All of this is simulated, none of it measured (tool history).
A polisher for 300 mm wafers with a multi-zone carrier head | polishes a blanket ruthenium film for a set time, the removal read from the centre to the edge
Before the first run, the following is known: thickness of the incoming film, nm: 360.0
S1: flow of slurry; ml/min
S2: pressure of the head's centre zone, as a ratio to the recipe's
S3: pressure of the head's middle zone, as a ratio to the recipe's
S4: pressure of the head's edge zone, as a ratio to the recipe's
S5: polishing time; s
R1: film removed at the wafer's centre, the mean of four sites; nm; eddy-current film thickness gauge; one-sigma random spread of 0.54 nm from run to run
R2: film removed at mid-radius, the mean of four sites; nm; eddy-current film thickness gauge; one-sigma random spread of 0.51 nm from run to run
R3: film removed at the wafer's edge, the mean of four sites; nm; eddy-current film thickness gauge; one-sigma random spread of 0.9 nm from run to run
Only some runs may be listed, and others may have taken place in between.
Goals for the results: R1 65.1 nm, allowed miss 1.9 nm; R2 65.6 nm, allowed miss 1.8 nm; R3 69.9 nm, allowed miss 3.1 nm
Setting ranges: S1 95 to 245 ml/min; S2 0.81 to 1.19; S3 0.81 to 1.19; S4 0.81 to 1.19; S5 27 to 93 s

| run | hour | S1 | S2 | S3 | S4 | S5 | R1 | R2 | R3 |
|---|---|---|---|---|---|---|---|---|---|
| 1 | 0 | 155 | 1 | 1 | 1 | 59 | 57.945 | 59.755 | 55.608 |
| 2 | 1.1 | 165 | 0.99 | 0.99 | 1.04 | 60 | 60.025 | 62.079 | 58.641 |
| 3 | 9.7 | 150 | 0.99 | 0.99 | 1.04 | 60 | 58.279 | 61.119 | 58.546 |
| 4 | 17.1 | 150 | 0.99 | 0.99 | 0.96 | 60 | 58.584 | 59.955 | 58.173 |
| 5 | 22.4 | 155 | 0.97 | 0.97 | 0.96 | 62 | 59.847 | 62.4 | 58.588 |
| 6 | 30.6 | 125 | 0.97 | 0.97 | 0.96 | 62 | 56.278 | 59.953 | 58.203 |
| 7 | 31.9 | 125 | 0.97 | 0.95 | 1 | 64 | 58.744 | 61.139 | 60.074 |
| 8 | 33.7 | 120 | 0.97 | 0.93 | 1.04 | 66 | 60.044 | 60.98 | 62.946 |
| 9 | 36.2 | 125 | 0.97 | 0.93 | 1.06 | 67 | 60.858 | 61.575 | 65.01 |
| 10 | 41.2 | 130 | 0.97 | 0.93 | 1.07 | 67 | 61.057 | 62.983 | 65.965 |
| 11 | 44.6 | 135 | 0.97 | 0.93 | 1.08 | 67 | 62.364 | 63.757 | 66.331 |

Of the 4 settings listed for the next run, only one would bring every result within its allowed miss of target. Which one?
| A | 48 | 95 | 0.83 | 0.94 | 1.14 | 78 | ? | ? | ? |
| B | 48 | 100 | 0.96 | 0.99 | 1.09 | 70 | ? | ? | ? |
| C | 48 | 100 | 0.94 | 0.81 | 1.19 | 73 | ? | ? | ? |
| D | 48 | 115 | 0.97 | 0.91 | 1.07 | 73 | ? | ? | ? |

| move | R1 | R2 | R3 |
|---|---|---|---|
| A | 57.426 | 67.812 | 74.418 |
| B | 58.735 | 63.662 | 65.959 |
| C | 60.205 | 59.488 | 72.081 |
| D | 64.639 | 65.903 | 70.077 |
A: its largest miss is bigger than the last run's
B: its largest miss is bigger than the last run's
C: its largest miss is bigger than the last run's
D: every result within its allowed miss
Move D is the one to make.

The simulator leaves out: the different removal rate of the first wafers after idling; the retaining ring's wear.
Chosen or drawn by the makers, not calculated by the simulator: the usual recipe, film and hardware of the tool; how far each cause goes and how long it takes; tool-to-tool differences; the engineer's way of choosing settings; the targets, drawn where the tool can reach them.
